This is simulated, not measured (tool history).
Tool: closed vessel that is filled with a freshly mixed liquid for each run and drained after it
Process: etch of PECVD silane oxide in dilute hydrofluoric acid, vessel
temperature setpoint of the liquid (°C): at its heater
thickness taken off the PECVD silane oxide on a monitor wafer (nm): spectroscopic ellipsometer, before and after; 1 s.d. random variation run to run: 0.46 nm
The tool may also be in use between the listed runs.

run,hour,temperature setpoint of the liquid (°C),parts of water to one part of 49 % hydrofluoric acid (parts by volume),time in the liquid (s),thickness taken off the PECVD silane oxide on a monitor wafer (nm)
1,0.0,25.0,165,555,78.290
2,2.4,21.5,165,555,67.434
3,10.8,20.0,165,555,64.702
4,12.7,19.5,165,555,63.156
5,16.2,19.5,165,555,63.872
6,17.8,21.5,165,555,69.157
7,20.9,21.0,165,555,66.769

What does the tool deliver on the next run?
8,25.2,20.5,165,555,?

thickness taken off the PECVD silane oxide on a monitor wafer (nm): 65.138
